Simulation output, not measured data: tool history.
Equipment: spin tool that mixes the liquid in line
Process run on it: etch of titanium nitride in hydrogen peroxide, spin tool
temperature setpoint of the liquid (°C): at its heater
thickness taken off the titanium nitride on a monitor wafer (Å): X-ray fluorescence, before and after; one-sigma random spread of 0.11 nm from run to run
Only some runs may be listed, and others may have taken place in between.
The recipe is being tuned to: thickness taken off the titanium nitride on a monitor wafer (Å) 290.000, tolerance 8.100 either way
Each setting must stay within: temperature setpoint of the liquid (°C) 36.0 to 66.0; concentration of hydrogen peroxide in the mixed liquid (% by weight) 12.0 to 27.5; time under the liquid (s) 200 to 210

run  hour  temperature setpoint of the liquid (°C)  concentration of hydrogen peroxide in the mixed liquid (% by weight)  time under the liquid (s)  thickness taken off the titanium nitride on a monitor wafer (Å)
  1   0.0                                     52.0                                                                  18.5                        200                                                          129.090
  2   5.8                                     46.5                                                                  18.5                        200                                                           86.696
  3  14.6                                     51.0                                                                  18.5                        200                                                          120.470
  4  19.4                                     51.0                                                                  15.0                        200                                                          115.570
  5  22.0                                     51.0                                                                  12.0                        200                                                          109.710
  6  22.6                                     51.0                                                                  12.0                        200                                                          109.680
  7  27.2                                     55.0                                                                  12.0                        200                                                          145.410
  8  34.0                                     58.0                                                                  12.0                        200                                                          179.520
  9  36.0                                     60.0                                                                  12.0                        200                                                          207.650
 10  44.2                                     61.5                                                                  12.0                        200                                                          228.450
 11  45.3                                     62.5                                                                  12.0                        200                                                          242.580

Which of these 5 next moves meets every target?
  A  46.4                                     59.5                                                                  12.0                        200                                                                ?
  B  46.4                                     60.0                                                                  14.0                        200                                                                ?
  C  46.4                                     59.0                                                                  12.5                        210                                                                ?
  D  46.4                                     65.0                                                                  12.0                        200                                                                ?
  E  46.4                                     59.0                                                                  12.0                        200                                                                ?

move  thickness taken off the titanium nitride on a monitor wafer (Å)
   A                                                          197.640
   B                                                          211.180
   C                                                          202.270
   D                                                          285.790
   E                                                          191.010
A: lands further from the targets than the last run did
B: lands further from the targets than the last run did
C: lands further from the targets than the last run did
D: hits every target within its allowed miss
E: lands further from the targets than the last run did
Answer: D

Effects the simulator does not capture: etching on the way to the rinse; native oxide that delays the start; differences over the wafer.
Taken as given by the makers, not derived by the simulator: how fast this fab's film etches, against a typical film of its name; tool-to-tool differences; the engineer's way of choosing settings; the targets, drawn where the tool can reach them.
